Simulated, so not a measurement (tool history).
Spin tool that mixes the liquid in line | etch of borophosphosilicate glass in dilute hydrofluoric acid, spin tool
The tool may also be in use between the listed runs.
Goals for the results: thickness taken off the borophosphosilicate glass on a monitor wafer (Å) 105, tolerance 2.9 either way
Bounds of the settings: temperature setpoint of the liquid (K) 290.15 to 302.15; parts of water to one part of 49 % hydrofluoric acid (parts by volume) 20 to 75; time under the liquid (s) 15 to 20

run	day	temperature setpoint of the liquid (K)	parts of water to one part of 49 % hydrofluoric acid (parts by volume)	time under the liquid (s)	thickness taken off the borophosphosilicate glass on a monitor wafer (Å)
1	0	294.15	45	20	188.1
2	0.038	294.15	50	20	166.72
3	0.083	297.65	50	20	190.63
4	0.371	299.15	50	20	204.65
5	0.65	299.15	45	20	229.36
6	0.817	299.15	50	20	202.78
7	0.917	297.65	50	20	192.54
8	0.946	296.65	50	20	184.53
9	1.275	295.65	50	20	177.74
10	1.633	294.65	50	20	170.27
11	1.671	294.15	50	20	164.39
12	2.004	293.65	50	20	164.16
13	2.154	293.15	50	20	158.01
14	2.45	292.65	50	20	157.05
15	2.533	292.15	50	20	153
16	2.854	291.65	50	20	151.12

5 next moves are on the table. One of them brings every result within its allowed miss. Which?
A	3.175	290.65	55	15	?
B	3.175	292.65	60	15	?
C	3.175	291.15	55	15	?
D	3.175	294.65	60	15	?
E	3.175	291.65	60	15	?

move	thickness taken off the borophosphosilicate glass on a monitor wafer (Å)
A	98.239
B	97.532
C	100.38
D	106.08
E	93.472
A: pushes the last run's worst result past its target
B: pushes the last run's worst result past its target
C: pushes the last run's worst result past its target
D: in spec on every target
E: pushes the last run's worst result past its target
Answer: D
